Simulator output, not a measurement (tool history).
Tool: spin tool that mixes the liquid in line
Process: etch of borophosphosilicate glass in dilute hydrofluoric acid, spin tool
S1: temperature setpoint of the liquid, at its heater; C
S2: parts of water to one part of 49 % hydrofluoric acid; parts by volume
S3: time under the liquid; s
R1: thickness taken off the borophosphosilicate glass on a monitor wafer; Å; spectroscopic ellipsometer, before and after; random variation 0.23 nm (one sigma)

{"run": 1, "hour": 0.0, "S1": 24, "S2": 250, "S3": 90, "R1": 191.83}
{"run": 2, "hour": 1.9, "S1": 25, "S2": 230, "S3": 90, "R1": 219.78}
{"run": 3, "hour": 9.4, "S1": 26.5, "S2": 230, "S3": 90, "R1": 232.26}
{"run": 4, "hour": 17.3, "S1": 27, "S2": 215, "S3": 90, "R1": 256.23}
{"run": 5, "hour": 18.4, "S1": 27.5, "S2": 200, "S3": 90, "R1": 287.67}
{"run": 6, "hour": 27.4, "S1": 27.5, "S2": 200, "S3": 95, "R1": 301.88}
{"run": 7, "hour": 28.7, "S1": 28, "S2": 190, "S3": 95, "R1": 328.14}
{"run": 8, "hour": 37.0, "S1": 28.5, "S2": 180, "S3": 95, "R1": 355.68}
{"run": 9, "hour": 42.9, "S1": 29, "S2": 175, "S3": 95, "R1": 376.43}

The next listed run, before its measurement:
{"run": 10, "hour": 51.3, "S1": 32, "S2": 130, "S3": 95, "R1": "?"}

{"run 10": {"R1": 598.47}}
